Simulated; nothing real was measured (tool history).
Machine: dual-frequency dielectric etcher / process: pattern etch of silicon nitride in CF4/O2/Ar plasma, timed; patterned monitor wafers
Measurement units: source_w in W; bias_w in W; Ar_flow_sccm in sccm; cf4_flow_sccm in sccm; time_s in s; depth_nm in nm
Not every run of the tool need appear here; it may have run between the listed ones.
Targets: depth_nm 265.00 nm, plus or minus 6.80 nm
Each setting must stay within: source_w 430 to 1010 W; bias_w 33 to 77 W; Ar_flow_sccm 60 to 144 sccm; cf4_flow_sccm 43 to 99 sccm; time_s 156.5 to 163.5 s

run  hour  source_w  bias_w  Ar_flow_sccm  cf4_flow_sccm  time_s  depth_nm
  1   0.0       720      55           102             71   156.5    400.36
  2   0.8       600      55           102             71   156.5    339.31
  3   3.9       600      59           102             71   156.5    348.42
  4  10.2       550      57           103             70   156.5    317.27
  5  18.8       550      57           113             70   156.5    311.45
  6  25.9       550      57           113             77   156.5    317.51
  7  32.3       520      56           113             77   156.5    299.79
  8  37.1       500      56           113             77   156.5    287.31
  9  38.1       490      56           113             77   156.5    283.07
 10  46.4       430      55           113             77   156.5    249.27
 11  49.3       440      55           113             77   156.5    256.36

5 next moves are on the table. One of them brings every result within its allowed miss. Which?
  A  52.2       440      59           106             71   158.5         ?
  B  52.2       430      55           128             98   156.5         ?
  C  52.2       440      53           111             81   156.5         ?
  D  52.2       480      40            96             69   156.5         ?
  E  52.2       430      58           119             81   156.5         ?

move  depth_nm
   A    265.78
   B    253.56
   C    254.93
   D    251.89
   E    255.21
A: each result inside its tolerance
B: further off than the last run
C: further off than the last run
D: further off than the last run
E: further off than the last run
Answer: A
